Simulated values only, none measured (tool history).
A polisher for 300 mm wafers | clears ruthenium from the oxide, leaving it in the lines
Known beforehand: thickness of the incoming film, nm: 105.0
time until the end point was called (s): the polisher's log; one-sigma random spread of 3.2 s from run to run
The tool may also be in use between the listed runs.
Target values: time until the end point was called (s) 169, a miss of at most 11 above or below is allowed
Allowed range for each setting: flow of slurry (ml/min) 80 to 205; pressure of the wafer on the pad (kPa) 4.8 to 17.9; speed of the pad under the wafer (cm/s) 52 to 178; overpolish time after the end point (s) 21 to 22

| run | hour | flow of slurry (ml/min) | pressure of the wafer on the pad (kPa) | speed of the pad under the wafer (cm/s) | overpolish time after the end point (s) | time until the end point was called (s) |
|---|---|---|---|---|---|---|
| 1 | 0 | 135 | 11 | 114 | 21 | 112.96 |
| 2 | 5 | 135 | 9.7 | 112 | 21 | 125.25 |
| 3 | 10.7 | 135 | 9.7 | 128 | 21 | 114.5 |
| 4 | 19.3 | 135 | 9.7 | 142 | 21 | 107.63 |
| 5 | 19.9 | 135 | 8.3 | 138 | 21 | 127.31 |
| 6 | 27.1 | 135 | 7.6 | 136 | 21 | 139.45 |
| 7 | 30.8 | 135 | 6.9 | 136 | 21 | 153.62 |
| 8 | 35.6 | 135 | 6.9 | 136 | 21 | 149.56 |

4 next moves are on the table. One of them brings every result within its allowed miss. Which?
| A | 40.4 | 130 | 8.3 | 114 | 21 | ? |
| B | 40.4 | 105 | 7.6 | 154 | 21 | ? |
| C | 40.4 | 170 | 6.9 | 154 | 21 | ? |
| D | 40.4 | 125 | 8.3 | 102 | 21 | ? |

| move | time until the end point was called (s) |
|---|---|
| A | 153.98 |
| B | 133.41 |
| C | 135.42 |
| D | 170.34 |
A: closes in on the targets versus the last run, not all within tolerance yet
B: the biggest miss grows against the last run
C: the biggest miss grows against the last run
D: all results land within tolerance of their targets
D meets every target.
